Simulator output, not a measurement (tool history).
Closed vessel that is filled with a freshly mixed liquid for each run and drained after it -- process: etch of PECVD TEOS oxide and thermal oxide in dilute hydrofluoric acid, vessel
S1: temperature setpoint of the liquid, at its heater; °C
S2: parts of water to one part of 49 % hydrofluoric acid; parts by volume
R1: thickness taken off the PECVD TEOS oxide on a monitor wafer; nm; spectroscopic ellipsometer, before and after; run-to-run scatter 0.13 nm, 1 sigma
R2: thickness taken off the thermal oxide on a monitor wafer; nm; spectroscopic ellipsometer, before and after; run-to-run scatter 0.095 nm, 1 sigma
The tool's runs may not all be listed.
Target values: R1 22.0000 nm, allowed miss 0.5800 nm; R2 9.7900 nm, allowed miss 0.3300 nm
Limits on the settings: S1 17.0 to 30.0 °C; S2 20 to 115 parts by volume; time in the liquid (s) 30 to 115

run 1 hour=0.0 | S1=22.0 S2=65 time_in_the_liquid_(s)=60 | R1=9.3194 R2=4.1876
run 2 hour=8.7 | S1=20.0 S2=65 time_in_the_liquid_(s)=60 | R1=8.5427 R2=3.8087
run 3 hour=17.8 | S1=20.0 S2=55 time_in_the_liquid_(s)=60 | R1=10.2140 R2=4.5755
run 4 hour=27.0 | S1=20.0 S2=40 time_in_the_liquid_(s)=60 | R1=14.2470 R2=6.3635
run 5 hour=27.9 | S1=17.5 S2=40 time_in_the_liquid_(s)=60 | R1=12.9270 R2=5.7605
run 6 hour=29.8 | S1=20.0 S2=40 time_in_the_liquid_(s)=60 | R1=14.3630 R2=6.4349
run 7 hour=32.8 | S1=24.0 S2=40 time_in_the_liquid_(s)=60 | R1=17.0660 R2=7.5679
run 8 hour=34.8 | S1=24.0 S2=40 time_in_the_liquid_(s)=60 | R1=16.8300 R2=7.5687
run 9 hour=44.0 | S1=25.0 S2=40 time_in_the_liquid_(s)=60 | R1=17.6740 R2=7.9320
run 10 hour=49.4 | S1=26.0 S2=40 time_in_the_liquid_(s)=60 | R1=18.3890 R2=8.1084
run 11 hour=55.5 | S1=26.5 S2=40 time_in_the_liquid_(s)=60 | R1=18.9000 R2=8.4461
run 12 hour=62.8 | S1=27.0 S2=40 time_in_the_liquid_(s)=60 | R1=19.0790 R2=8.5228

Consider the 4 candidate settings below. Which is the only one whose results all fall within their allowed miss of target?
run A hour=70.1 | S1=27.0 S2=35 time_in_the_liquid_(s)=65 | R1=? R2=?
run B hour=70.1 | S1=26.5 S2=40 time_in_the_liquid_(s)=70 | R1=? R2=?
run C hour=70.1 | S1=30.0 S2=40 time_in_the_liquid_(s)=65 | R1=? R2=?
run D hour=70.1 | S1=23.5 S2=20 time_in_the_liquid_(s)=30 | R1=? R2=?

move=A R1=24.1540 R2=10.6730
move=B R1=22.1420 R2=9.7837
move=C R1=23.6630 R2=10.4560
move=D R1=17.2260 R2=7.6115
A: carries the result that was furthest off beyond its target, to the other side
B: hits every target within its allowed miss
C: carries the result that was furthest off beyond its target, to the other side
D: lands further from the targets than the last run did
B is the move that brings every result within its allowed miss.
